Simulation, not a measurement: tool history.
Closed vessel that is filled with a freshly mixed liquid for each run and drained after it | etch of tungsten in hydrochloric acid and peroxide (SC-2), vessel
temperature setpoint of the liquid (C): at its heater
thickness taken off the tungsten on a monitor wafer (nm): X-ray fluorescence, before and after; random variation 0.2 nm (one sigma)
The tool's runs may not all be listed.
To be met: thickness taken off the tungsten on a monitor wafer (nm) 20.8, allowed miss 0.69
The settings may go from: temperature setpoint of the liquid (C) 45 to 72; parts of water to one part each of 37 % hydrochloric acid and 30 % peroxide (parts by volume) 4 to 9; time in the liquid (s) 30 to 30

| run | hour | temperature setpoint of the liquid (C) | parts of water to one part each of 37 % hydrochloric acid and 30 % peroxide (parts by volume) | time in the liquid (s) | thickness taken off the tungsten on a monitor wafer (nm) |
|---|---|---|---|---|---|
| 1 | 0 | 61 | 5 | 30 | 34.034 |
| 2 | 2.5 | 59 | 5 | 30 | 30.132 |
| 3 | 9 | 62.5 | 5 | 30 | 37.49 |
| 4 | 13.5 | 60 | 5 | 30 | 31.865 |
| 5 | 16.9 | 60 | 6 | 30 | 28.572 |
| 6 | 21.5 | 59 | 6 | 30 | 26.178 |
| 7 | 27.3 | 58 | 6 | 30 | 24.794 |
| 8 | 35.9 | 57.5 | 6 | 30 | 23.614 |
| 9 | 43.6 | 57 | 6 | 30 | 23.141 |
| 10 | 47.4 | 56.5 | 6 | 30 | 22.144 |
| 11 | 51.8 | 56 | 6 | 30 | 21.468 |

4 next moves are on the table. One of them brings every result within its allowed miss. Which?
| A | 56.2 | 57.5 | 6 | 30 | ? |
| B | 56.2 | 58 | 6 | 30 | ? |
| C | 56.2 | 58 | 7.5 | 30 | ? |
| D | 56.2 | 57 | 6 | 30 | ? |

| move | thickness taken off the tungsten on a monitor wafer (nm) |
|---|---|
| A | 23.968 |
| B | 24.742 |
| C | 20.835 |
| D | 23.216 |
A: further off than the last run
B: further off than the last run
C: meets every target
D: further off than the last run
The right move is C.
